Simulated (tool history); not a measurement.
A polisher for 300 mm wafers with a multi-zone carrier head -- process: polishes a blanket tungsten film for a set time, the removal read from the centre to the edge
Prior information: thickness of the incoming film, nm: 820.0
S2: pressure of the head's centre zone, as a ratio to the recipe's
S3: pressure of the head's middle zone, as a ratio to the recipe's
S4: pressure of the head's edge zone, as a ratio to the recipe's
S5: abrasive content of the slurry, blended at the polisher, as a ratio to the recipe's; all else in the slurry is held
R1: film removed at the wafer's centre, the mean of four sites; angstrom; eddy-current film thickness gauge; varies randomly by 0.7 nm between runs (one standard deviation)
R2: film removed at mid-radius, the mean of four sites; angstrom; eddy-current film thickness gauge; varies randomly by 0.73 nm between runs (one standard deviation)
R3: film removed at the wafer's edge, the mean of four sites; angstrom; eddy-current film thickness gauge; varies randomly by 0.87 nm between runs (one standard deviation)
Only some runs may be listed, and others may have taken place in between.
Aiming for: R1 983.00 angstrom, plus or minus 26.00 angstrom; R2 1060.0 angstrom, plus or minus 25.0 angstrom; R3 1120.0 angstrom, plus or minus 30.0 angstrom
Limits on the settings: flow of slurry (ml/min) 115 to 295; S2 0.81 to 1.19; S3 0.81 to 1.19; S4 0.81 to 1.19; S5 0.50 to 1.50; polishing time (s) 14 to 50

Run 1, hour 0.0: flow of slurry (ml/min) 190, S2 1.00, S3 1.00, S4 1.00, S5 1.00, polishing time (s) 32. Result: R1 1698.60 angstrom, R2 1716.8 angstrom, R3 1674.5 angstrom.
Run 2, hour 7.9: flow of slurry (ml/min) 190, S2 1.00, S3 1.05, S4 1.00, S5 1.00, polishing time (s) 32. Result: R1 1735.70 angstrom, R2 1793.3 angstrom, R3 1664.5 angstrom.
Run 3, hour 15.8: flow of slurry (ml/min) 190, S2 1.05, S3 1.05, S4 1.00, S5 1.00, polishing time (s) 32. Result: R1 1797.00 angstrom, R2 1745.2 angstrom, R3 1648.5 angstrom.
Run 4, hour 18.4: flow of slurry (ml/min) 190, S2 1.05, S3 1.05, S4 1.00, S5 1.00, polishing time (s) 28. Result: R1 1573.30 angstrom, R2 1545.5 angstrom, R3 1463.1 angstrom.
Run 5, hour 24.2: flow of slurry (ml/min) 180, S2 1.02, S3 1.02, S4 0.98, S5 0.90, polishing time (s) 27. Result: R1 1400.50 angstrom, R2 1397.4 angstrom, R3 1340.8 angstrom.
Run 6, hour 27.2: flow of slurry (ml/min) 170, S2 0.99, S3 0.99, S4 0.96, S5 0.85, polishing time (s) 27. Result: R1 1342.90 angstrom, R2 1332.2 angstrom, R3 1315.1 angstrom.
Run 7, hour 32.7: flow of slurry (ml/min) 130, S2 0.89, S3 0.91, S4 0.89, S5 0.60, polishing time (s) 25. Result: R1 960.36 angstrom, R2 1006.8 angstrom, R3 1023.7 angstrom.
Run 8, hour 38.7: flow of slurry (ml/min) 135, S2 0.89, S3 0.91, S4 0.91, S5 0.60, polishing time (s) 25. Result: R1 963.43 angstrom, R2 1010.7 angstrom, R3 1041.2 angstrom.
Run 9, hour 44.9: flow of slurry (ml/min) 140, S2 0.89, S3 0.91, S4 0.92, S5 0.60, polishing time (s) 25. Result: R1 974.30 angstrom, R2 1010.9 angstrom, R3 1052.6 angstrom.
Run 10, hour 47.5: flow of slurry (ml/min) 145, S2 0.89, S3 0.91, S4 0.93, S5 0.60, polishing time (s) 25. Result: R1 990.56 angstrom, R2 1023.9 angstrom, R3 1059.2 angstrom.
Run 11, hour 53.7: flow of slurry (ml/min) 145, S2 0.88, S3 0.91, S4 0.95, S5 0.60, polishing time (s) 25. Result: R1 957.34 angstrom, R2 1015.8 angstrom, R3 1058.6 angstrom.
Run 12, hour 54.6: flow of slurry (ml/min) 145, S2 0.88, S3 0.91, S4 0.95, S5 0.60, polishing time (s) 25. Result: R1 961.67 angstrom, R2 1024.6 angstrom, R3 1065.5 angstrom.
Run 13, hour 63.3: flow of slurry (ml/min) 150, S2 0.88, S3 0.91, S4 0.96, S5 0.60, polishing time (s) 25. Result: R1 970.70 angstrom, R2 1013.3 angstrom, R3 1068.4 angstrom.
At hour 71.5: slurry nozzle cleaned.
Run 14, hour 71.5: flow of slurry (ml/min) 155, S2 0.88, S3 0.92, S4 0.97, S5 0.60, polishing time (s) 25. Result: R1 1026.30 angstrom, R2 1074.9 angstrom, R3 1109.4 angstrom.
Run 15, hour 79.5: flow of slurry (ml/min) 155, S2 0.88, S3 0.92, S4 0.98, S5 0.60, polishing time (s) 25. Result: R1 1028.40 angstrom, R2 1082.6 angstrom, R3 1106.9 angstrom.
Run 16, hour 84.5: flow of slurry (ml/min) 150, S2 0.88, S3 0.92, S4 0.99, S5 0.60, polishing time (s) 25. Result: R1 1024.40 angstrom, R2 1075.9 angstrom, R3 1112.0 angstrom.

Pick the move, out of 5, that brings all results within their allowed miss; only one does.
Run A, hour 89.5: flow of slurry (ml/min) 145, S2 0.91, S3 0.91, S4 0.93, S5 0.55, polishing time (s) 26. Result: R1 ?, R2 ?, R3 ?.
Run B, hour 89.5: flow of slurry (ml/min) 205, S2 0.85, S3 0.91, S4 1.03, S5 0.60, polishing time (s) 24. Result: R1 ?, R2 ?, R3 ?.
Run C, hour 89.5: flow of slurry (ml/min) 160, S2 0.82, S3 0.94, S4 0.96, S5 0.70, polishing time (s) 24. Result: R1 ?, R2 ?, R3 ?.
Run D, hour 89.5: flow of slurry (ml/min) 185, S2 0.94, S3 0.90, S4 1.00, S5 0.50, polishing time (s) 26. Result: R1 ?, R2 ?, R3 ?.
Run E, hour 89.5: flow of slurry (ml/min) 205, S2 0.95, S3 0.93, S4 1.06, S5 0.60, polishing time (s) 24. Result: R1 ?, R2 ?, R3 ?.

move       R1      R2      R3
   A  1071.40  1087.7  1095.0
   B   988.70  1071.4  1122.7
   C   981.88  1132.3  1126.7
   D  1093.50  1062.9  1109.9
   E  1106.20  1087.5  1138.4
A: moves away from the targets compared with the last run
B: in spec on every target
C: the furthest-off result lands on target, but another misses its tolerance
D: moves away from the targets compared with the last run
E: moves away from the targets compared with the last run
The right move is B.
